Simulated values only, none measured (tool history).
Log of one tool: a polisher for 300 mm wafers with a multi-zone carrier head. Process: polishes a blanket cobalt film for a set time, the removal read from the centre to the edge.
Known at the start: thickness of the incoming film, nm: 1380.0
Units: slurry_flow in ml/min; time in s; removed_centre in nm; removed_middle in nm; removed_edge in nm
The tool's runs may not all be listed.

{"run": 1, "day": 0.0, "slurry_flow": 165, "centre_zone": 1.0, "middle_zone": 1.0, "edge_zone": 1.0, "time": 50, "removed_centre": 400.51, "removed_middle": 389.92, "removed_edge": 394.08}
{"run": 2, "day": 0.304, "slurry_flow": 170, "centre_zone": 0.98, "middle_zone": 1.01, "edge_zone": 1.03, "time": 52, "removed_centre": 414.27, "removed_middle": 411.45, "removed_edge": 422.62}
{"run": 3, "day": 0.554, "slurry_flow": 170, "centre_zone": 0.98, "middle_zone": 1.05, "edge_zone": 1.03, "time": 52, "removed_centre": 414.36, "removed_middle": 414.7, "removed_edge": 420.09}
{"run": 4, "day": 0.588, "slurry_flow": 180, "centre_zone": 0.96, "middle_zone": 1.07, "edge_zone": 1.04, "time": 54, "removed_centre": 422.15, "removed_middle": 451.58, "removed_edge": 440.72}
{"run": 5, "day": 0.804, "slurry_flow": 180, "centre_zone": 0.88, "middle_zone": 1.07, "edge_zone": 1.04, "time": 54, "removed_centre": 379.26, "removed_middle": 448.67, "removed_edge": 446.55}
{"run": 6, "day": 0.867, "slurry_flow": 185, "centre_zone": 0.88, "middle_zone": 1.08, "edge_zone": 1.06, "time": 55, "removed_centre": 393.8, "removed_middle": 465.69, "removed_edge": 448.88}
{"run": 7, "day": 0.946, "slurry_flow": 180, "centre_zone": 0.88, "middle_zone": 1.07, "edge_zone": 1.06, "time": 57, "removed_centre": 392.5, "removed_middle": 472.11, "removed_edge": 474.75}

The next listed run, before its measurement:
{"run": 8, "day": 0.979, "slurry_flow": 185, "centre_zone": 0.89, "middle_zone": 1.07, "edge_zone": 1.07, "time": 58, "removed_centre": "?", "removed_middle": "?", "removed_edge": "?"}

Run 8 gave removed_centre 421.96 nm, removed_middle 491.17 nm, removed_edge 481.27 nm.

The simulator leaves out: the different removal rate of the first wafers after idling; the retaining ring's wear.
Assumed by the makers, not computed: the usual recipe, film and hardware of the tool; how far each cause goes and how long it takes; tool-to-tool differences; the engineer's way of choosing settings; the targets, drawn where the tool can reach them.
